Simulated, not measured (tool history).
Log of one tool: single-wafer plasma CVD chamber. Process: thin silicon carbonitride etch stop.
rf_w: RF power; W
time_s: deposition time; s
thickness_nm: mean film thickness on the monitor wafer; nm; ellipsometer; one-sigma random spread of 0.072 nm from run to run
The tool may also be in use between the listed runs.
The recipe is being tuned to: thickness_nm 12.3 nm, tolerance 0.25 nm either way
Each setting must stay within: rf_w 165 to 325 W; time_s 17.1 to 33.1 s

Run 1, hour 0: rf_w 245 W, time_s 25.1 s. Result: thickness_nm 15.655 nm.
Run 2, hour 0.9: rf_w 230 W, time_s 25.1 s. Result: thickness_nm 15.305 nm.
Run 3, hour 6: rf_w 225 W, time_s 24.7 s. Result: thickness_nm 14.841 nm.
Run 4, hour 11: rf_w 225 W, time_s 27.1 s. Result: thickness_nm 16.268 nm.
Run 5, hour 15.2: rf_w 255 W, time_s 27.1 s. Result: thickness_nm 17.332 nm.
Run 6, hour 21.7: rf_w 245 W, time_s 26.6 s. Result: thickness_nm 16.557 nm.
Run 7, hour 28.7: rf_w 240 W, time_s 26.1 s. Result: thickness_nm 16.072 nm.
Run 8, hour 29.2: rf_w 235 W, time_s 25.7 s. Result: thickness_nm 15.837 nm.
Run 9, hour 30.4: rf_w 230 W, time_s 25.3 s. Result: thickness_nm 15.289 nm.
Run 10, hour 34.7: rf_w 225 W, time_s 25 s. Result: thickness_nm 15.15 nm.
Run 11, hour 42.5: rf_w 220 W, time_s 24.6 s. Result: thickness_nm 14.566 nm.
Run 12, hour 46.8: rf_w 215 W, time_s 24.4 s. Result: thickness_nm 14.336 nm.
Run 13, hour 53.4: rf_w 210 W, time_s 24.2 s. Result: thickness_nm 14.253 nm.
Run 14, hour 54.4: rf_w 185 W, time_s 20.3 s. Result: thickness_nm 11.014 nm.
Run 15, hour 57: rf_w 190 W, time_s 20.3 s. Result: thickness_nm 11.195 nm.
Run 16, hour 59.9: rf_w 195 W, time_s 20.3 s. Result: thickness_nm 11.275 nm.
Run 17, hour 66.7: rf_w 200 W, time_s 20.3 s. Result: thickness_nm 11.577 nm.
Run 18, hour 73.8: rf_w 215 W, time_s 20.4 s. Result: thickness_nm 12.022 nm.

Consider the 4 candidate settings below. Which is the only one whose results all fall within their allowed miss of target?
Run A, hour 80.9: rf_w 225 W, time_s 19.3 s. Result: thickness_nm ?.
Run B, hour 80.9: rf_w 195 W, time_s 21.2 s. Result: thickness_nm ?.
Run C, hour 80.9: rf_w 255 W, time_s 19.5 s. Result: thickness_nm ?.
Run D, hour 80.9: rf_w 190 W, time_s 21.2 s. Result: thickness_nm ?.

move  thickness_nm
   A        11.525
   B        11.806
   C        12.323
   D        11.649
A: moves away from the targets compared with the last run
B: moves away from the targets compared with the last run
C: meets every target
D: moves away from the targets compared with the last run
So the answer is move C, the one that meets all the targets.
